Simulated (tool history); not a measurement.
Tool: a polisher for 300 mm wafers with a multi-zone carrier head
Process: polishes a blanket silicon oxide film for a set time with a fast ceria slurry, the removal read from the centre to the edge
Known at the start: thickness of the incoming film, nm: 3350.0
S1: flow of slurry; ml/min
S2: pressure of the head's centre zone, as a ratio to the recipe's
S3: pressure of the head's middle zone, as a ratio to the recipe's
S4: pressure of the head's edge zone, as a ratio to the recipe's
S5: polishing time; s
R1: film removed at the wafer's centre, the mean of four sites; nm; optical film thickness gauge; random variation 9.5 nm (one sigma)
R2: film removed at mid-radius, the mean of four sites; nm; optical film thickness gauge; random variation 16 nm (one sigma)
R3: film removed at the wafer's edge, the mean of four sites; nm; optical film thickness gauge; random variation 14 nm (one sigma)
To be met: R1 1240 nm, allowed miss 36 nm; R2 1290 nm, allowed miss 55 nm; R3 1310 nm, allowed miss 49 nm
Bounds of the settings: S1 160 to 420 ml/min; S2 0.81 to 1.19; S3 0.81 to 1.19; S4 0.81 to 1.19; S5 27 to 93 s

| run | hour | S1 | S2 | S3 | S4 | S5 | R1 | R2 | R3 |
|---|---|---|---|---|---|---|---|---|---|
| 1 | 0 | 270 | 1 | 1 | 1 | 59 | 1428.3 | 1429.5 | 1397.3 |
| 2 | 7 | 210 | 1 | 1 | 1 | 59 | 1374.2 | 1354 | 1373 |
| 3 | 14 | 205 | 0.98 | 1 | 0.99 | 59 | 1365.1 | 1374.9 | 1340.5 |
| 4 | 18 | 200 | 0.96 | 0.99 | 1 | 59 | 1307.3 | 1355.8 | 1349.4 |
| 5 | 22.5 | 200 | 0.96 | 0.99 | 1 | 66 | 1469.4 | 1515 | 1532.5 |
| 6 | 26.7 | 175 | 0.96 | 0.99 | 1 | 66 | 1457 | 1524.1 | 1482.9 |
| 7 | 33.1 | 170 | 0.94 | 0.96 | 0.98 | 65 | 1400.4 | 1441.5 | 1450.8 |
| 8 | 39.6 | 170 | 0.92 | 0.94 | 0.96 | 64 | 1341.2 | 1382.5 | 1412.8 |
| 9 | 46.2 | 170 | 0.91 | 0.93 | 0.94 | 63 | 1297.2 | 1336.9 | 1364.2 |
| 10 | 49.4 | 170 | 0.9 | 0.93 | 0.93 | 63 | 1280 | 1353.8 | 1361.3 |

Which of these 5 next moves meets every target?
| A | 52.6 | 160 | 0.88 | 1.1 | 0.86 | 63 | ? | ? | ? |
| B | 52.6 | 160 | 0.83 | 0.95 | 0.97 | 67 | ? | ? | ? |
| C | 52.6 | 220 | 0.82 | 0.94 | 0.96 | 66 | ? | ? | ? |
| D | 52.6 | 270 | 0.89 | 0.91 | 0.91 | 58 | ? | ? | ? |
| E | 52.6 | 175 | 0.87 | 1.11 | 0.87 | 61 | ? | ? | ? |

| move | R1 | R2 | R3 |
|---|---|---|---|
| A | 1222.6 | 1542.9 | 1317.2 |
| B | 1224.5 | 1449.4 | 1484 |
| C | 1248.6 | 1475.6 | 1500.5 |
| D | 1221 | 1289.8 | 1308.1 |
| E | 1187.3 | 1524.9 | 1293.9 |
A: further off than the last run
B: further off than the last run
C: further off than the last run
D: meets every target
E: further off than the last run
Move D is the one to make.
